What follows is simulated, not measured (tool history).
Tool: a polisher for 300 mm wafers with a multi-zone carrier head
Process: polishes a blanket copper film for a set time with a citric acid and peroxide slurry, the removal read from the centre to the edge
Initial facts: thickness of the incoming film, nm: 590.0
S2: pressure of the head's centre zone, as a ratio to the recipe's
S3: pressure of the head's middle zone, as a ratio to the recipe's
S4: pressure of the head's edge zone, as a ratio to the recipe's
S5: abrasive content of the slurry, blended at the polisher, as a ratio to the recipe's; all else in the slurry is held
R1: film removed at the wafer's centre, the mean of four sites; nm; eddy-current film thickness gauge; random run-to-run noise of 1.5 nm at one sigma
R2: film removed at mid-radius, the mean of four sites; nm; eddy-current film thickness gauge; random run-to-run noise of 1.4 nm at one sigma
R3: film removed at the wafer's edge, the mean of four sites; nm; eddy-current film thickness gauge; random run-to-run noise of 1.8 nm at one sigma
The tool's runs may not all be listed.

run 1 hour=0.0 | flow_of_slurry_(ml/min)=120 S2=1.00 S3=1.00 S4=1.00 S5=1.00 polishing_time_(s)=67 | R1=151.56 R2=153.17 R3=151.01
run 2 hour=4.7 | flow_of_slurry_(ml/min)=120 S2=1.00 S3=1.00 S4=1.05 S5=1.00 polishing_time_(s)=67 | R1=151.13 R2=153.64 R3=157.76
run 3 hour=9.2 | flow_of_slurry_(ml/min)=95 S2=1.00 S3=1.00 S4=1.05 S5=1.00 polishing_time_(s)=67 | R1=140.94 R2=145.52 R3=152.10
run 4 hour=17.1 | flow_of_slurry_(ml/min)=95 S2=1.00 S3=1.00 S4=1.05 S5=1.00 polishing_time_(s)=82 | R1=175.87 R2=178.30 R3=186.55
run 5 hour=17.7 | flow_of_slurry_(ml/min)=95 S2=1.00 S3=1.00 S4=1.05 S5=1.00 polishing_time_(s)=75 | R1=160.30 R2=161.70 R3=170.37
run 6 hour=21.7 | flow_of_slurry_(ml/min)=95 S2=0.92 S3=1.00 S4=1.05 S5=1.00 polishing_time_(s)=75 | R1=147.48 R2=163.11 R3=170.30
run 7 hour=28.6 | flow_of_slurry_(ml/min)=110 S2=0.92 S3=1.01 S4=1.07 S5=1.00 polishing_time_(s)=75 | R1=150.17 R2=166.82 R3=173.93

Expected results for the next run?
run 8 hour=36.5 | flow_of_slurry_(ml/min)=120 S2=0.93 S3=1.02 S4=1.09 S5=1.05 polishing_time_(s)=75 | R1=? R2=? R3=?

R1: 158.61 nm
R2: 174.48 nm
R3: 180.36 nm
